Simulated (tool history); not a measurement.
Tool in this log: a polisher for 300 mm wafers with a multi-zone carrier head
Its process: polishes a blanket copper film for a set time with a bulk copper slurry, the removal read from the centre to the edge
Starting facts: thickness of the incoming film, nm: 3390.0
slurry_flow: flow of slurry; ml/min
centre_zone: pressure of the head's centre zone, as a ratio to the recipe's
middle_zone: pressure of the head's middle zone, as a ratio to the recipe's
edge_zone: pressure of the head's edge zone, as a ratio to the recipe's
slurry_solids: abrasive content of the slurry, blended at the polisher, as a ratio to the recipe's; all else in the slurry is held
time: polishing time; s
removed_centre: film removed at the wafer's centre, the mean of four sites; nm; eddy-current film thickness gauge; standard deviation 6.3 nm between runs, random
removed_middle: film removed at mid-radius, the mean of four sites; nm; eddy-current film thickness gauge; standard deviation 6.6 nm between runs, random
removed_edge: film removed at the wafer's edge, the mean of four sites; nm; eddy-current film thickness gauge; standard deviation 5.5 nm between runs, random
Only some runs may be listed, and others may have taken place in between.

run	hour	slurry_flow	centre_zone	middle_zone	edge_zone	slurry_solids	time	removed_centre	removed_middle	removed_edge
1	0.0	315	1.00	1.00	1.00	1.00	74	700.48	644.81	655.94
2	1.9	315	1.00	1.00	1.00	0.90	74	685.71	644.28	640.78
3	5.5	315	1.00	1.00	1.00	0.75	74	677.77	607.24	615.32
4	6.6	315	1.00	1.00	1.00	0.75	86	778.40	705.39	708.26
5	13.5	305	0.94	1.01	1.00	0.65	81	673.18	650.12	659.81
6	19.1	305	0.94	1.01	1.00	0.85	81	704.63	705.31	691.54
7	26.0	300	0.90	1.01	1.00	0.75	77	621.87	631.06	645.49
8	32.6	295	0.87	1.03	0.98	0.65	76	591.11	605.25	612.87

Run 9 has not been measured yet. What should we expect?
9	39.7	290	0.85	1.06	0.99	0.60	74	?	?	?

{"run 9": {"removed_centre": 531.72, "removed_middle": 621.19, "removed_edge": 587.62}}
